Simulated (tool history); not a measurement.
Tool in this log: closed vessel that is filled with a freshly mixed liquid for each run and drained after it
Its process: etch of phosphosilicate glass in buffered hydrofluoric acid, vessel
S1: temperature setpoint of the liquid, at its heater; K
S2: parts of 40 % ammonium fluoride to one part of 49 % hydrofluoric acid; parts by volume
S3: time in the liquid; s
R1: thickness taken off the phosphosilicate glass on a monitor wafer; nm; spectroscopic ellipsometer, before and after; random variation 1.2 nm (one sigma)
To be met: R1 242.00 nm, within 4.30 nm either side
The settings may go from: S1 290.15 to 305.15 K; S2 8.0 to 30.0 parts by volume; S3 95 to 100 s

| run | day | S1 | S2 | S3 | R1 |
|---|---|---|---|---|---|
| 1 | 0.000 | 297.15 | 22.5 | 95 | 267.84 |
| 2 | 0.225 | 294.15 | 22.5 | 95 | 228.19 |
| 3 | 0.404 | 297.15 | 22.5 | 95 | 266.31 |
| 4 | 0.442 | 297.15 | 22.5 | 95 | 267.19 |
| 5 | 0.521 | 296.65 | 22.5 | 95 | 261.68 |
| 6 | 0.862 | 293.15 | 22.5 | 95 | 214.58 |
| 7 | 0.996 | 293.65 | 22.5 | 95 | 219.38 |
| 8 | 1.233 | 294.15 | 22.5 | 95 | 225.75 |
| 9 | 1.371 | 294.65 | 22.5 | 95 | 234.48 |

Which single option among these 4 for the next run brings every result within its allowed miss of target? Just one does.
| A | 1.508 | 293.65 | 24.5 | 100 | ? |
| B | 1.508 | 290.65 | 18.5 | 100 | ? |
| C | 1.508 | 293.15 | 21.0 | 95 | ? |
| D | 1.508 | 291.65 | 17.5 | 95 | ? |

| move | R1 |
|---|---|
| A | 218.24 |
| B | 228.87 |
| C | 224.23 |
| D | 243.13 |
A: the biggest miss grows against the last run
B: the biggest miss grows against the last run
C: the biggest miss grows against the last run
D: every result within its allowed miss
Move D is the one to make.

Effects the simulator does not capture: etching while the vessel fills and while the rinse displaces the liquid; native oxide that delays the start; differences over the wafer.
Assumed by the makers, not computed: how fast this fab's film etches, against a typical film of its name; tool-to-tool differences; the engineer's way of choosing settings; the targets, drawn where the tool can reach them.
